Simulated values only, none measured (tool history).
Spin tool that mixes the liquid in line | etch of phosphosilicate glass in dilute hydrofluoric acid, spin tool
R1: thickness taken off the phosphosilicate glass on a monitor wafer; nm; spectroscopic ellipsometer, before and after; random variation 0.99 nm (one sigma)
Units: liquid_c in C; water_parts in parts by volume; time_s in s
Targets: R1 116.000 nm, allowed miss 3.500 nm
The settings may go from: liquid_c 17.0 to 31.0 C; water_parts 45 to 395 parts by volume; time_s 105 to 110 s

Run 1, hour 0.0: liquid_c 23.0 C, water_parts 220 parts by volume, time_s 105 s. Result: R1 41.154 nm.
Run 2, hour 3.1: liquid_c 23.0 C, water_parts 220 parts by volume, time_s 110 s. Result: R1 43.073 nm.
Run 3, hour 3.8: liquid_c 24.5 C, water_parts 195 parts by volume, time_s 110 s. Result: R1 52.783 nm.
Run 4, hour 4.4: liquid_c 24.5 C, water_parts 255 parts by volume, time_s 110 s. Result: R1 37.486 nm.
Run 5, hour 10.4: liquid_c 22.5 C, water_parts 255 parts by volume, time_s 110 s. Result: R1 34.919 nm.
Run 6, hour 16.3: liquid_c 24.0 C, water_parts 220 parts by volume, time_s 110 s. Result: R1 44.394 nm.
Run 7, hour 25.1: liquid_c 25.5 C, water_parts 190 parts by volume, time_s 110 s. Result: R1 56.274 nm.
Run 8, hour 34.0: liquid_c 26.5 C, water_parts 170 parts by volume, time_s 110 s. Result: R1 66.417 nm.
Run 9, hour 35.2: liquid_c 27.5 C, water_parts 155 parts by volume, time_s 110 s. Result: R1 77.466 nm.
At hour 42.3: thermometer replaced.
Run 10, hour 42.3: liquid_c 28.0 C, water_parts 145 parts by volume, time_s 110 s. Result: R1 82.714 nm.
Run 11, hour 46.2: liquid_c 28.5 C, water_parts 135 parts by volume, time_s 110 s. Result: R1 91.213 nm.
Run 12, hour 50.7: liquid_c 31.0 C, water_parts 105 parts by volume, time_s 110 s. Result: R1 135.060 nm.
Run 13, hour 53.0: liquid_c 30.5 C, water_parts 105 parts by volume, time_s 110 s. Result: R1 133.400 nm.
Run 14, hour 55.5: liquid_c 30.0 C, water_parts 105 parts by volume, time_s 110 s. Result: R1 128.600 nm.

Which of these 5 next moves meets every target?
Run A, hour 58.0: liquid_c 31.0 C, water_parts 125 parts by volume, time_s 110 s. Result: R1 ?.
Run B, hour 58.0: liquid_c 30.0 C, water_parts 95 parts by volume, time_s 105 s. Result: R1 ?.
Run C, hour 58.0: liquid_c 29.0 C, water_parts 95 parts by volume, time_s 110 s. Result: R1 ?.
Run D, hour 58.0: liquid_c 30.5 C, water_parts 100 parts by volume, time_s 110 s. Result: R1 ?.
Run E, hour 58.0: liquid_c 28.5 C, water_parts 105 parts by volume, time_s 105 s. Result: R1 ?.

move       R1
   A  108.200
   B  136.610
   C  137.800
   D  137.550
   E  115.180
A: takes the result that was furthest off past its target
B: further off than the last run
C: further off than the last run
D: further off than the last run
E: meets every target
Move E is the one to make.

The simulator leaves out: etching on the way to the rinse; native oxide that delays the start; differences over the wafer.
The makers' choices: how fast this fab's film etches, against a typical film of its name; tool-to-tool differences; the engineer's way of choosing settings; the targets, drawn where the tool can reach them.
